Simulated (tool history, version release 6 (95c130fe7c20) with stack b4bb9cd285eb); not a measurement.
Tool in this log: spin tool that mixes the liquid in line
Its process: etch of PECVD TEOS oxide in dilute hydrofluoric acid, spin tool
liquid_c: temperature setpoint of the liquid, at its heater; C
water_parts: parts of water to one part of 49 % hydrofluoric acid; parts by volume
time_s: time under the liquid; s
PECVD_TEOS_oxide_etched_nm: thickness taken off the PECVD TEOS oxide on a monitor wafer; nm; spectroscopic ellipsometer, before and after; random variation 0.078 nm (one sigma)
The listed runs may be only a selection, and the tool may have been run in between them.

run  hour  liquid_c  water_parts  time_s  PECVD_TEOS_oxide_etched_nm
  1     0        26          210     290                      11.831
  2   1.5        26          210     310                      12.701
  3   3.3        26          170     310                      16.274
  4  12.2        28          170     310                      17.693
  5  18.2        29          170     310                       18.24
  6  23.1        30          170     310                      19.001

For run 7, what comes out?
  7  24.6      30.5          170     310                           ?

PECVD_TEOS_oxide_etched_nm: 19.267 nm
